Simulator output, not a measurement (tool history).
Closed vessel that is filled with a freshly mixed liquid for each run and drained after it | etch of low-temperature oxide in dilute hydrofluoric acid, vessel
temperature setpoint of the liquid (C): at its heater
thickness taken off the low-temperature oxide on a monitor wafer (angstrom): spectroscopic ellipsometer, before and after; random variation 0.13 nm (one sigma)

| run | hour | temperature setpoint of the liquid (C) | parts of water to one part of 49 % hydrofluoric acid (parts by volume) | time in the liquid (s) | thickness taken off the low-temperature oxide on a monitor wafer (angstrom) |
|---|---|---|---|---|---|
| 1 | 0 | 20 | 80 | 165 | 232.57 |
| 2 | 3.9 | 20 | 80 | 165 | 235.04 |
| 3 | 7.5 | 19.5 | 85 | 165 | 218.7 |
| 4 | 14.7 | 19 | 90 | 165 | 199.75 |
| 5 | 20 | 22.5 | 90 | 165 | 233.34 |
| 6 | 26.3 | 19 | 90 | 165 | 197.3 |
| 7 | 31.8 | 18.5 | 95 | 165 | 182.28 |

Run 8 comes next. What will it give?
| 8 | 36.1 | 18 | 100 | 165 | ? |

{"run 8": {"thickness taken off the low-temperature oxide on a monitor wafer (angstrom)": 165.44}}
